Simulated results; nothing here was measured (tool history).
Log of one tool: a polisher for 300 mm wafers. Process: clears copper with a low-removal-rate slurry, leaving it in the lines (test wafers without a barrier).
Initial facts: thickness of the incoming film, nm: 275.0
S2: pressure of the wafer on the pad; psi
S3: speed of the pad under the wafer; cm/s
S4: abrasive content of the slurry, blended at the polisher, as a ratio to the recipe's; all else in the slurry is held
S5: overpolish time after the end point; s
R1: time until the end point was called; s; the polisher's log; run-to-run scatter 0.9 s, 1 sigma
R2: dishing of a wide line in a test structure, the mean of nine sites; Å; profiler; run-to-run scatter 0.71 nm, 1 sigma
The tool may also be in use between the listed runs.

{"run": 1, "hour": 0.0, "flow of slurry (ml/min)": 310, "S2": 2.1, "S3": 118, "S4": 1.0, "S5": 14, "R1": 113.08, "R2": 203.21}
{"run": 2, "hour": 7.6, "flow of slurry (ml/min)": 310, "S2": 2.1, "S3": 118, "S4": 1.0, "S5": 16, "R1": 112.72, "R2": 226.36}
{"run": 3, "hour": 8.3, "flow of slurry (ml/min)": 310, "S2": 2.1, "S3": 118, "S4": 0.85, "S5": 16, "R1": 117.51, "R2": 226.66}
{"run": 4, "hour": 12.0, "flow of slurry (ml/min)": 310, "S2": 1.7, "S3": 118, "S4": 0.85, "S5": 16, "R1": 144.61, "R2": 196.84}
{"run": 5, "hour": 12.6, "flow of slurry (ml/min)": 310, "S2": 1.9, "S3": 118, "S4": 0.85, "S5": 17, "R1": 131.55, "R2": 227.82}
{"run": 6, "hour": 14.3, "flow of slurry (ml/min)": 310, "S2": 2.0, "S3": 118, "S4": 0.85, "S5": 18, "R1": 123.25, "R2": 238.07}
{"run": 7, "hour": 19.5, "flow of slurry (ml/min)": 310, "S2": 2.1, "S3": 118, "S4": 0.85, "S5": 19, "R1": 117.55, "R2": 267.03}

Run 8 comes next. What will it give?
{"run": 8, "hour": 24.6, "flow of slurry (ml/min)": 310, "S2": 2.2, "S3": 118, "S4": 0.85, "S5": 20, "R1": "?", "R2": "?"}

Logged for run 8: R1 113.75 s, R2 283.47 Å.
